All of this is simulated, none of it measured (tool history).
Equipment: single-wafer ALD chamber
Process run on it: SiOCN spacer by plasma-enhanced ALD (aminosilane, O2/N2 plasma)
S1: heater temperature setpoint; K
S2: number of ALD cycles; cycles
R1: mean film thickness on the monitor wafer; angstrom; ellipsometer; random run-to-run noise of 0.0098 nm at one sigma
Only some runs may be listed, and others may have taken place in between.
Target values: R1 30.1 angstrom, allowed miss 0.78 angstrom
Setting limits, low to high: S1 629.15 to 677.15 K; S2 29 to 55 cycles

run,day,S1,S2,R1
1,0,653.15,42,23.824
2,0.104,653.15,44,24.981
3,0.325,653.15,45,25.6
4,0.446,659.15,45,25.58
5,0.821,659.15,46,26.216
6,1.062,659.15,47,26.776
7,1.262,659.15,48,27.344
8,1.6,659.15,51,28.942

Which one of the following 5 next-run settings gets every result inside its allowed miss? There is exactly one.
A,1.938,662.15,51,?
B,1.938,671.15,53,?
C,1.938,660.15,51,?
D,1.938,651.15,49,?
E,1.938,658.15,51,?

move,R1
A,29.044
B,30.183
C,29.044
D,27.905
E,29.044
A: moves toward the targets from the last run without getting all of them in spec
B: each result inside its tolerance
C: moves toward the targets from the last run without getting all of them in spec
D: moves away from the targets compared with the last run
E: moves toward the targets from the last run without getting all of them in spec
So the answer is move B, the one that meets all the targets.
